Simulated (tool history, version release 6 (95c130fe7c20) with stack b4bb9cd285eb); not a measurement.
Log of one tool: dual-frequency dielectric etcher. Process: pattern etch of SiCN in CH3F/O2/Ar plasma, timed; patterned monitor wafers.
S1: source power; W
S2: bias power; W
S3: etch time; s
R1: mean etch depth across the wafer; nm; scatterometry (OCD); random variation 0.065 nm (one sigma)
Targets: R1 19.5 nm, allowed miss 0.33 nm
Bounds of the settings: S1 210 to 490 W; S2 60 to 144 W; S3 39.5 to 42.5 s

run 1 hour=0 | S1=350 S2=102 S3=42.5 | R1=17.01
run 2 hour=6.2 | S1=350 S2=118 S3=42.5 | R1=17.563
run 3 hour=11.2 | S1=350 S2=118 S3=42.5 | R1=17.6
run 4 hour=18.8 | S1=370 S2=119 S3=42.5 | R1=18.099
run 5 hour=26.5 | S1=380 S2=120 S3=42.5 | R1=18.328
run 6 hour=28.5 | S1=380 S2=120 S3=42.5 | R1=18.27
run 7 hour=32 | S1=390 S2=121 S3=42.5 | R1=18.437
run 8 hour=39.4 | S1=400 S2=122 S3=42.5 | R1=18.77
run 9 hour=40.7 | S1=410 S2=122 S3=42.5 | R1=18.934
run 10 hour=47 | S1=410 S2=122 S3=42.5 | R1=18.94
run 11 hour=52.7 | S1=420 S2=122 S3=42.5 | R1=18.972

Which of these 5 next moves meets every target?
run A hour=58.4 | S1=390 S2=131 S3=42 | R1=?
run B hour=58.4 | S1=410 S2=137 S3=42.5 | R1=?
run C hour=58.4 | S1=470 S2=144 S3=41 | R1=?
run D hour=58.4 | S1=420 S2=118 S3=42 | R1=?
run E hour=58.4 | S1=490 S2=109 S3=40.5 | R1=?

move=A R1=18.607
move=B R1=19.418
move=C R1=19.991
move=D R1=18.634
move=E R1=18.69
A: further off than the last run
B: meets every target
C: takes the result that was furthest off past its target
D: further off than the last run
E: further off than the last run
Answer: B

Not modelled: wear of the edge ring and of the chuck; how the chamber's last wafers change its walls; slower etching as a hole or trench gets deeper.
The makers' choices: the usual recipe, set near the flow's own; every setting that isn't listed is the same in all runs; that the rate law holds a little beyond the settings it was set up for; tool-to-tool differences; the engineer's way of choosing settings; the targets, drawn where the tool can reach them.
